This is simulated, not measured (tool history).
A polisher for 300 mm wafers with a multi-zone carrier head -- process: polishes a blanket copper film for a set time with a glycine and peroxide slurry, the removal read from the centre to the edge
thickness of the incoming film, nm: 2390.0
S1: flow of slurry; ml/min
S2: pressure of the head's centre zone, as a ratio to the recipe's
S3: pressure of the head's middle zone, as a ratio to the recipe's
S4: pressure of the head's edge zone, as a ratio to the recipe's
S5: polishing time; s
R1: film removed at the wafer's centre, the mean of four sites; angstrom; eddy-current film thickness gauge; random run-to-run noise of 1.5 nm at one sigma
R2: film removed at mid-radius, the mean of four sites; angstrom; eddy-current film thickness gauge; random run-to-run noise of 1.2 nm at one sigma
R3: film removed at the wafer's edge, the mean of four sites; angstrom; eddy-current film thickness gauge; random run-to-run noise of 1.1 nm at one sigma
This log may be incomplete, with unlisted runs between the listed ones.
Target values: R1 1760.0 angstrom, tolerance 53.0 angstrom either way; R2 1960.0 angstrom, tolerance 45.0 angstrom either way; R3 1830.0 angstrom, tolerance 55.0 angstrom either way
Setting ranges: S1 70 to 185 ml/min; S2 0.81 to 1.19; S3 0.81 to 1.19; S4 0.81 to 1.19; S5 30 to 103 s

run,hour,S1,S2,S3,S4,S5,R1,R2,R3
1,0.0,120,1.00,1.00,1.00,66,3224.1,3249.4,3303.1
2,2.4,120,1.00,1.00,0.95,66,3211.1,3224.3,3184.3
3,4.4,115,0.99,1.00,0.93,62,2935.8,3005.0,2951.0
4,10.7,115,0.91,1.00,0.93,62,2740.9,3001.4,2919.6
5,12.2,115,0.91,1.00,1.00,62,2704.8,2980.7,3050.9
6,20.1,115,0.84,1.00,1.00,62,2507.4,3014.6,3072.6
7,21.1,95,0.92,1.01,0.90,44,1852.4,2025.0,2002.1
8,30.0,95,0.92,1.01,0.89,44,1867.0,2032.3,1959.6
9,37.7,95,0.92,1.01,0.88,44,1831.7,2020.4,1961.1
10,39.9,95,0.92,1.01,0.87,44,1838.9,2022.9,1929.5
11,44.0,75,0.92,1.02,0.82,44,1643.8,1849.7,1791.3

Pick the move, out of 4, that brings all results within their allowed miss; only one does.
A,48.1,75,0.92,0.98,0.84,45,?,?,?
B,48.1,85,0.93,1.10,0.81,43,?,?,?
C,48.1,80,0.94,1.03,0.81,45,?,?,?
D,48.1,110,0.94,1.00,0.81,42,?,?,?

move,R1,R2,R3
A,1682.9,1842.6,1849.4
B,1730.0,2046.4,1795.3
C,1776.5,1976.1,1851.3
D,1885.4,2008.6,1859.6
A: further off than the last run
B: the result that was furthest off in the last run now lies on the other side of its target
C: in spec on every target
D: the result that was furthest off in the last run now lies on the other side of its target
C is the move that brings every result within its allowed miss.

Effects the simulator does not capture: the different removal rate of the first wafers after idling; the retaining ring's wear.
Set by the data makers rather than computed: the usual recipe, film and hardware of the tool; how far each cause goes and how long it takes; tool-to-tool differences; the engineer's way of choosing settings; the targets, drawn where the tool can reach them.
